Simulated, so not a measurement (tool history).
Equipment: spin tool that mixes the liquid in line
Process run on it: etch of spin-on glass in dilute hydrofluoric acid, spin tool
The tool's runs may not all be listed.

run	hour	temperature setpoint of the liquid (°C)	parts of water to one part of 49 % hydrofluoric acid (parts by volume)	time under the liquid (s)	thickness taken off the spin-on glass on a monitor wafer (angstrom)
1	0.0	23.0	285	235	214.06
2	5.2	25.0	240	235	282.63
3	6.2	27.5	240	235	310.57
4	13.2	26.0	240	235	294.89
5	17.7	26.0	335	235	191.73
6	21.8	26.0	280	235	242.77
7	26.6	27.5	240	235	310.46
8	34.1	28.5	210	235	379.88
9	43.0	29.0	190	235	440.99
10	48.5	29.5	180	235	477.84
11	51.4	30.0	170	235	525.43

Run 12 comes next. What will it give?
12	53.3	30.5	165	235	?

Run 12 gave thickness taken off the spin-on glass on a monitor wafer (angstrom) 550.72.
